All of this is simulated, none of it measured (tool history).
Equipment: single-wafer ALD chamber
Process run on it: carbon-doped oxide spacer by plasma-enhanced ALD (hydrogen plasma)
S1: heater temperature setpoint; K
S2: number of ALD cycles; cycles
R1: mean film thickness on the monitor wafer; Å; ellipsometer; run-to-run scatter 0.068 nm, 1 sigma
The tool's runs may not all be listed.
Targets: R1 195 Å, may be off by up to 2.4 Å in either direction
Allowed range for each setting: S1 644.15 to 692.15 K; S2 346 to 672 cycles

run 1 day=0 | S1=668.15 S2=509 | R1=245.14
run 2 day=0.288 | S1=668.15 S2=577 | R1=274.66
run 3 day=0.388 | S1=659.15 S2=577 | R1=276.02
run 4 day=0.6 | S1=663.15 S2=577 | R1=276.27
run 5 day=0.933 | S1=653.15 S2=577 | R1=275.74
run 6 day=1.096 | S1=653.15 S2=553 | R1=263.9
run 7 day=1.408 | S1=653.15 S2=532 | R1=256.18
run 8 day=1.538 | S1=653.15 S2=532 | R1=254.55
run 9 day=1.85 | S1=653.15 S2=513 | R1=246.08
run 10 day=1.938 | S1=653.15 S2=513 | R1=243.78
run 11 day=2.342 | S1=653.15 S2=499 | R1=238.95

Which single option among these 5 for the next run brings every result within its allowed miss of target? Just one does.
run A day=2.746 | S1=665.15 S2=421 | R1=?
run B day=2.746 | S1=655.15 S2=405 | R1=?
run C day=2.746 | S1=659.15 S2=398 | R1=?
run D day=2.746 | S1=649.15 S2=421 | R1=?
run E day=2.746 | S1=659.15 S2=396 | R1=?

move=A R1=201.9
move=B R1=194.23
move=C R1=190.87
move=D R1=201.9
move=E R1=189.91
A: closer than the last run, but not yet in spec
B: every result lands within tolerance
C: carries the result that was furthest off beyond its target, to the other side
D: closer than the last run, but not yet in spec
E: carries the result that was furthest off beyond its target, to the other side
Answer: B

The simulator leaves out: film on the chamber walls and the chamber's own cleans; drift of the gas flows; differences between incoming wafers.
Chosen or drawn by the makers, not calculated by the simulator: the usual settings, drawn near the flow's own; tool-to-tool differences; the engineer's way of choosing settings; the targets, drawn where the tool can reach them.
